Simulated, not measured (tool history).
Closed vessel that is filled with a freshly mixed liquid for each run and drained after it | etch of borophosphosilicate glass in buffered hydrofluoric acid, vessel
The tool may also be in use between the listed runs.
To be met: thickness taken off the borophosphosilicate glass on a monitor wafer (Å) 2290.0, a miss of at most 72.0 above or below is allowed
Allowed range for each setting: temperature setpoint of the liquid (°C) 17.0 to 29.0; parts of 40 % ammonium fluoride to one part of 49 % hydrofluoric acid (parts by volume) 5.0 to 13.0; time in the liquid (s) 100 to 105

run	hour	temperature setpoint of the liquid (°C)	parts of 40 % ammonium fluoride to one part of 49 % hydrofluoric acid (parts by volume)	time in the liquid (s)	thickness taken off the borophosphosilicate glass on a monitor wafer (Å)
1	0.0	21.0	8.0	100	1615.2
2	0.9	22.5	8.0	100	1732.3
3	6.3	24.0	8.0	100	1877.7
4	7.2	25.0	8.0	100	2014.3
5	14.6	25.0	8.0	105	2097.4
6	22.1	25.0	9.0	105	1851.8
7	26.6	26.0	9.0	105	1931.0
8	32.2	26.5	9.0	105	2004.8
# hour 39.6: thermometer replaced
9	39.6	29.0	9.0	105	2481.3
10	46.7	28.5	9.0	105	2472.0
11	48.6	28.0	9.0	105	2394.5

Which single option among these 4 for the next run brings every result within its allowed miss of target? Just one does.
A	50.5	27.0	8.5	100	?
B	50.5	28.5	8.5	100	?
C	50.5	27.5	8.0	105	?
D	50.5	29.0	8.5	100	?

move	thickness taken off the borophosphosilicate glass on a monitor wafer (Å)
A	2288.5
B	2476.4
C	2636.2
D	2542.0
A: hits every target within its allowed miss
B: lands further from the targets than the last run did
C: lands further from the targets than the last run did
D: lands further from the targets than the last run did
A is the move that brings every result within its allowed miss.

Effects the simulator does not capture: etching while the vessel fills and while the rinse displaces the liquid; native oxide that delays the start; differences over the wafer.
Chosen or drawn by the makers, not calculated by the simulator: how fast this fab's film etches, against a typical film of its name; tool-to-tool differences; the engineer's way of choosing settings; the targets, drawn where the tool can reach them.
